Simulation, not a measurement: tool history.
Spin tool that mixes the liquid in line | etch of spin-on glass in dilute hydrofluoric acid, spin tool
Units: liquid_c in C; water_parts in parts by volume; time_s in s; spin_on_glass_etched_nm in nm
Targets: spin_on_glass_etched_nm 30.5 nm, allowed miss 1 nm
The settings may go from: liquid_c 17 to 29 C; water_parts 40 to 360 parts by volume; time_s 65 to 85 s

run 1 hour=0 | liquid_c=21 water_parts=200 time_s=85 | spin_on_glass_etched_nm=11.657
run 2 hour=0.6 | liquid_c=21 water_parts=140 time_s=85 | spin_on_glass_etched_nm=17.438
run 3 hour=5.9 | liquid_c=23.5 water_parts=125 time_s=85 | spin_on_glass_etched_nm=22.149
run 4 hour=13.5 | liquid_c=23.5 water_parts=185 time_s=85 | spin_on_glass_etched_nm=13.661
run 5 hour=21.2 | liquid_c=26.5 water_parts=185 time_s=85 | spin_on_glass_etched_nm=15.726
run 6 hour=29.6 | liquid_c=26.5 water_parts=125 time_s=85 | spin_on_glass_etched_nm=24.342
run 7 hour=37.5 | liquid_c=27.5 water_parts=120 time_s=85 | spin_on_glass_etched_nm=26.93
run 8 hour=41.8 | liquid_c=28 water_parts=115 time_s=85 | spin_on_glass_etched_nm=28.761
run 9 hour=47.5 | liquid_c=28.5 water_parts=115 time_s=85 | spin_on_glass_etched_nm=29.296

4 next moves are on the table. One of them brings every result within its allowed miss. Which?
run A hour=53.2 | liquid_c=28.5 water_parts=110 time_s=85 | spin_on_glass_etched_nm=?
run B hour=53.2 | liquid_c=26 water_parts=85 time_s=65 | spin_on_glass_etched_nm=?
run C hour=53.2 | liquid_c=29 water_parts=120 time_s=85 | spin_on_glass_etched_nm=?
run D hour=53.2 | liquid_c=29 water_parts=105 time_s=85 | spin_on_glass_etched_nm=?

move=A spin_on_glass_etched_nm=30.729
move=B spin_on_glass_etched_nm=28.552
move=C spin_on_glass_etched_nm=28.319
move=D spin_on_glass_etched_nm=33.028
A: meets every target
B: further off than the last run
C: further off than the last run
D: takes the result that was furthest off past its target
Answer: A
